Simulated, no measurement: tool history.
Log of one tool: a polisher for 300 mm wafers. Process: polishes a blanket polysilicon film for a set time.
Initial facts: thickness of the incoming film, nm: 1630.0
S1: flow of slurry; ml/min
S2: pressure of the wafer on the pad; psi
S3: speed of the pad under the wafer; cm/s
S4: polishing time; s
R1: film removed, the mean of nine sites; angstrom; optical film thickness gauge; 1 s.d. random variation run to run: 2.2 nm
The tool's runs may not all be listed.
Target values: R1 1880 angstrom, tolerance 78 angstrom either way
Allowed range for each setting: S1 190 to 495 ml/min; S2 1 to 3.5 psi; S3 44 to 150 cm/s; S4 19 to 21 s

run	hour	S1	S2	S3	S4	R1
1	0	320	2.2	96	21	1229.3
2	5.3	320	2.5	96	21	1405.4
3	10.7	320	2	96	21	1145.7
4	13.3	320	2.4	98	21	1353.1
5	18.9	320	2.6	98	21	1446.1
6	20.6	260	2.6	98	21	1432.9
7	27.6	260	2.8	98	21	1565.2
8	34.1	260	2.9	98	21	1583.3
9	40.1	260	3	98	21	1647.7
10	45	260	3.1	98	21	1706.7
11	46.1	260	3.2	98	21	1724.1
12	50.4	260	3.3	98	21	1795.3

5 next moves are on the table. One of them brings every result within its allowed miss. Which?
A	54.7	260	3.5	86	21	?
B	54.7	210	3.1	112	21	?
C	54.7	255	3.2	106	19	?
D	54.7	260	3.4	98	19	?
E	54.7	245	3.3	104	19	?

move	R1
A	1668.5
B	1879.2
C	1702.2
D	1669.1
E	1709.1
A: moves away from the targets compared with the last run
B: each result inside its tolerance
C: moves away from the targets compared with the last run
D: moves away from the targets compared with the last run
E: moves away from the targets compared with the last run
So the answer is move B, the one that meets all the targets.
